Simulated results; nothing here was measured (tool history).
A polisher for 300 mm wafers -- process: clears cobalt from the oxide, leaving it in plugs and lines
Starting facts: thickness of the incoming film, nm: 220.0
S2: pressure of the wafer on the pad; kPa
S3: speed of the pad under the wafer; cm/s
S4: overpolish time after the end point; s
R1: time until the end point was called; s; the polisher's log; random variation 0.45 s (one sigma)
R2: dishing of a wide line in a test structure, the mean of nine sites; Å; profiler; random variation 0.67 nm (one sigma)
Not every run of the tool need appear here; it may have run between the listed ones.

{"run": 1, "hour": 0.0, "flow of slurry (ml/min)": 135, "S2": 11, "S3": 126, "S4": 22, "R1": 39.864, "R2": 457.24}
{"run": 2, "hour": 6.5, "flow of slurry (ml/min)": 135, "S2": 11, "S3": 100, "S4": 22, "R1": 50.809, "R2": 437.59}
{"run": 3, "hour": 9.7, "flow of slurry (ml/min)": 135, "S2": 9.7, "S3": 100, "S4": 22, "R1": 57.91, "R2": 421.75}
{"run": 4, "hour": 16.5, "flow of slurry (ml/min)": 165, "S2": 9.7, "S3": 100, "S4": 22, "R1": 56.21, "R2": 423.58}
{"run": 5, "hour": 19.8, "flow of slurry (ml/min)": 195, "S2": 9.7, "S3": 100, "S4": 22, "R1": 53.662, "R2": 426.58}
{"run": 6, "hour": 25.9, "flow of slurry (ml/min)": 200, "S2": 10.3, "S3": 102, "S4": 18, "R1": 50.534, "R2": 406.81}
{"run": 7, "hour": 27.0, "flow of slurry (ml/min)": 200, "S2": 11.7, "S3": 102, "S4": 15, "R1": 43.27, "R2": 381.85}
{"run": 8, "hour": 28.0, "flow of slurry (ml/min)": 200, "S2": 12.4, "S3": 102, "S4": 13, "R1": 41.436, "R2": 372.65}
{"run": 9, "hour": 35.3, "flow of slurry (ml/min)": 200, "S2": 13.1, "S3": 102, "S4": 12, "R1": 39.198, "R2": 363.25}

What does the tool deliver on the next run?
{"run": 10, "hour": 41.1, "flow of slurry (ml/min)": 200, "S2": 13.1, "S3": 102, "S4": 11, "R1": "?", "R2": "?"}

Run 10 produced R1 39.374 s, R2 371.78 Å.
